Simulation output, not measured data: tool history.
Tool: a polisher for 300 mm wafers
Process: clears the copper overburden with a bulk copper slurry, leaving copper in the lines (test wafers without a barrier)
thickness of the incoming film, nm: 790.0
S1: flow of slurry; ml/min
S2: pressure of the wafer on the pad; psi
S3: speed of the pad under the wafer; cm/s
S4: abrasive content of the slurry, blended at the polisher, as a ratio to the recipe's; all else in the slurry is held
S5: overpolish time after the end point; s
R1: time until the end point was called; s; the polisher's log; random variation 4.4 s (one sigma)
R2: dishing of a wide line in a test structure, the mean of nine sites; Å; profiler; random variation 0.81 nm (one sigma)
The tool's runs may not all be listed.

{"run": 1, "hour": 0.0, "S1": 150, "S2": 2.2, "S3": 94, "S4": 1, "S5": 11, "R1": 133.61, "R2": 399.46}
{"run": 2, "hour": 8.8, "S1": 150, "S2": 2.7, "S3": 94, "S4": 1, "S5": 11, "R1": 108.99, "R2": 467.68}
{"run": 3, "hour": 14.2, "S1": 125, "S2": 2.7, "S3": 94, "S4": 1, "S5": 11, "R1": 111.09, "R2": 448.83}
{"run": 4, "hour": 16.5, "S1": 125, "S2": 2.7, "S3": 94, "S4": 1, "S5": 7, "R1": 110.31, "R2": 325.62}
{"run": 5, "hour": 23.4, "S1": 125, "S2": 2.3, "S3": 92, "S4": 1, "S5": 9, "R1": 134.27, "R2": 347.34}
{"run": 6, "hour": 29.4, "S1": 125, "S2": 2.3, "S3": 92, "S4": 1.2, "S5": 9, "R1": 127.83, "R2": 365.73}
{"run": 7, "hour": 36.5, "S1": 125, "S2": 2, "S3": 88, "S4": 1.2, "S5": 10, "R1": 149.67, "R2": 342.21}
{"run": 8, "hour": 42.9, "S1": 125, "S2": 1.8, "S3": 86, "S4": 1.2, "S5": 11, "R1": 173.03, "R2": 320.67}
{"run": 9, "hour": 47.8, "S1": 125, "S2": 1.7, "S3": 86, "S4": 1.2, "S5": 12, "R1": 181.21, "R2": 333.17}
{"run": 10, "hour": 53.4, "S1": 125, "S2": 1.6, "S3": 86, "S4": 1.2, "S5": 13, "R1": 189.73, "R2": 334.92}
{"run": 11, "hour": 57.1, "S1": 125, "S2": 1.5, "S3": 86, "S4": 1.2, "S5": 14, "R1": 203.37, "R2": 335.16}

Forecast run 12:
{"run": 12, "hour": 59.7, "S1": 125, "S2": 1.4, "S3": 86, "S4": 1.2, "S5": 15, "R1": "?", "R2": "?"}

Run 12 gave R1 213.79 s, R2 345.14 Å.
